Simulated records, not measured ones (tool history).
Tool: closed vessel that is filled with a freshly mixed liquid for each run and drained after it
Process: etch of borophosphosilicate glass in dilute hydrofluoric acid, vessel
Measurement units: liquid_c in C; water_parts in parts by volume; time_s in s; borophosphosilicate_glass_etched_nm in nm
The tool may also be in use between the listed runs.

run	day	liquid_c	water_parts	time_s	borophosphosilicate_glass_etched_nm
1	0	22	225	180	40.714
2	0.054	22	260	180	34.16
3	0.083	22	260	180	34.098
4	0.283	25.5	260	180	38.513
5	0.617	24.5	260	180	37.359
6	0.896	23.5	260	180	35.961

Estimate the outcome of run 7 from the log above:
7	1.196	23	260	180	?

{"run 7": {"borophosphosilicate_glass_etched_nm": 35.154}}

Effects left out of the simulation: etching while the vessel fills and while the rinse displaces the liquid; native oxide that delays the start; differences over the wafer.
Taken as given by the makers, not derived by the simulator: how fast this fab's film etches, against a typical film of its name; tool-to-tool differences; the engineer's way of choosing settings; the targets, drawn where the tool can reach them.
